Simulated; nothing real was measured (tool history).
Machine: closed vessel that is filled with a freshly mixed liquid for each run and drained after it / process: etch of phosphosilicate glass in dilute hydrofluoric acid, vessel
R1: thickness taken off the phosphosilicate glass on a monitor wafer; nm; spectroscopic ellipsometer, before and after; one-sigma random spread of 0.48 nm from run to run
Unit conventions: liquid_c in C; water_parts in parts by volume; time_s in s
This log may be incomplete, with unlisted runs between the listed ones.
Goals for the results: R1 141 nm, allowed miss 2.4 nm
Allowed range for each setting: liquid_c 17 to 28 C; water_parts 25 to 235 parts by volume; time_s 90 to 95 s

Run 1, hour 0: liquid_c 20 C, water_parts 130 parts by volume, time_s 90 s. Result: R1 63.812 nm.
Run 2, hour 8: liquid_c 22 C, water_parts 115 parts by volume, time_s 90 s. Result: R1 79.726 nm.
Run 3, hour 14.7: liquid_c 22 C, water_parts 160 parts by volume, time_s 90 s. Result: R1 54.783 nm.
Run 4, hour 21.1: liquid_c 23.5 C, water_parts 140 parts by volume, time_s 90 s. Result: R1 67.351 nm.
Run 5, hour 29.1: liquid_c 23.5 C, water_parts 140 parts by volume, time_s 90 s. Result: R1 67.366 nm.
Run 6, hour 29.6: liquid_c 26 C, water_parts 140 parts by volume, time_s 90 s. Result: R1 74.549 nm.
Run 7, hour 34.1: liquid_c 26.5 C, water_parts 120 parts by volume, time_s 90 s. Result: R1 90.392 nm.
Run 8, hour 40.7: liquid_c 27 C, water_parts 110 parts by volume, time_s 90 s. Result: R1 101.02 nm.
Run 9, hour 45.1: liquid_c 28 C, water_parts 70 parts by volume, time_s 90 s. Result: R1 175.8 nm.
Run 10, hour 50.3: liquid_c 26.5 C, water_parts 70 parts by volume, time_s 90 s. Result: R1 165.92 nm.
Run 11, hour 57.6: liquid_c 25.5 C, water_parts 70 parts by volume, time_s 90 s. Result: R1 159.32 nm.
Run 12, hour 64.7: liquid_c 24.5 C, water_parts 70 parts by volume, time_s 90 s. Result: R1 152.8 nm.
Run 13, hour 66.3: liquid_c 24 C, water_parts 70 parts by volume, time_s 90 s. Result: R1 149.73 nm.
Run 14, hour 71.4: liquid_c 23.5 C, water_parts 70 parts by volume, time_s 90 s. Result: R1 147 nm.
Run 15, hour 78.8: liquid_c 23 C, water_parts 70 parts by volume, time_s 90 s. Result: R1 143.77 nm.

Exactly one of the 5 candidate moves below puts every result within its allowed miss. Which one?
Run A, hour 86.2: liquid_c 22.5 C, water_parts 70 parts by volume, time_s 95 s. Result: R1 ?.
Run B, hour 86.2: liquid_c 20 C, water_parts 65 parts by volume, time_s 95 s. Result: R1 ?.
Run C, hour 86.2: liquid_c 27.5 C, water_parts 80 parts by volume, time_s 90 s. Result: R1 ?.
Run D, hour 86.2: liquid_c 23 C, water_parts 75 parts by volume, time_s 95 s. Result: R1 ?.
Run E, hour 86.2: liquid_c 23.5 C, water_parts 70 parts by volume, time_s 90 s. Result: R1 ?.

move      R1
   A  148.01
   B  144.71
   C  147.59
   D  140.07
   E  146.01
A: further off than the last run
B: further off than the last run
C: further off than the last run
D: all results in spec
E: further off than the last run
Go with D: it meets all targets.
